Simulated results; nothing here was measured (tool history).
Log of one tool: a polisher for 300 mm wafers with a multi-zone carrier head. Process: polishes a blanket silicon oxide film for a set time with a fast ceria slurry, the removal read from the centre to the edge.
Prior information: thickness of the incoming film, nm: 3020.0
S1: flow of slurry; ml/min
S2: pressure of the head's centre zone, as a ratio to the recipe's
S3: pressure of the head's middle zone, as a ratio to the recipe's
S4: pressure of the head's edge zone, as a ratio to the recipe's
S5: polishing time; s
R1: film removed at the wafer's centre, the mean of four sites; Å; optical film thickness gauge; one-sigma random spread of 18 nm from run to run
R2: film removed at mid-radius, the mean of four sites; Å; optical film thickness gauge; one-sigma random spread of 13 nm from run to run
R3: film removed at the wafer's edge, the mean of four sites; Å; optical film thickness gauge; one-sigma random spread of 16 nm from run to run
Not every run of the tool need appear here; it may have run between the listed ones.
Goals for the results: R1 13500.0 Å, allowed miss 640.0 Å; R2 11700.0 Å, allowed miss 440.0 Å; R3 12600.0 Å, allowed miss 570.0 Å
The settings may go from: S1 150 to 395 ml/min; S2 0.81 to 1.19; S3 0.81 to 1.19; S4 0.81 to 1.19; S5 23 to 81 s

| run | hour | S1 | S2 | S3 | S4 | S5 | R1 | R2 | R3 |
|---|---|---|---|---|---|---|---|---|---|
| 1 | 0.0 | 250 | 1.00 | 1.00 | 1.00 | 52 | 9228.2 | 9104.9 | 9366.0 |
| 2 | 2.9 | 250 | 1.02 | 1.00 | 1.01 | 53 | 9655.0 | 9453.8 | 9754.2 |
| 3 | 9.0 | 255 | 1.04 | 1.00 | 1.02 | 54 | 10151.0 | 9516.0 | 9922.5 |
| 4 | 15.3 | 255 | 1.05 | 1.00 | 1.03 | 55 | 10162.0 | 9690.9 | 10229.0 |
| 5 | 22.5 | 225 | 1.05 | 1.00 | 1.03 | 55 | 10026.0 | 9483.5 | 9904.7 |
|  | 29.4 | worn pad replaced by a new one |
| 6 | 29.4 | 175 | 1.05 | 1.00 | 1.03 | 55 | 10915.0 | 10553.0 | 10880.0 |
| 7 | 34.1 | 175 | 1.06 | 1.00 | 1.03 | 56 | 11149.0 | 10742.0 | 11006.0 |
| 8 | 36.3 | 175 | 1.07 | 1.00 | 1.04 | 57 | 11714.0 | 10569.0 | 11300.0 |

Pick the move, out of 4, that brings all results within their allowed miss; only one does.
| A | 38.5 | 190 | 1.11 | 0.98 | 1.00 | 63 | ? | ? | ? |
| B | 38.5 | 175 | 1.19 | 0.93 | 1.03 | 62 | ? | ? | ? |
| C | 38.5 | 165 | 1.15 | 0.89 | 1.12 | 64 | ? | ? | ? |
| D | 38.5 | 220 | 1.13 | 0.83 | 1.16 | 53 | ? | ? | ? |

| move | R1 | R2 | R3 |
|---|---|---|---|
| A | 13418.0 | 11813.0 | 12483.0 |
| B | 13959.0 | 10982.0 | 12334.0 |
| C | 13767.0 | 10826.0 | 13125.0 |
| D | 11744.0 | 8833.2 | 11406.0 |
A: every result lands within tolerance
B: brings the last run's worst result on target, with another outside its allowed miss
C: brings the last run's worst result on target, with another outside its allowed miss
D: the biggest miss grows against the last run
So the answer is move A, the one that meets all the targets.

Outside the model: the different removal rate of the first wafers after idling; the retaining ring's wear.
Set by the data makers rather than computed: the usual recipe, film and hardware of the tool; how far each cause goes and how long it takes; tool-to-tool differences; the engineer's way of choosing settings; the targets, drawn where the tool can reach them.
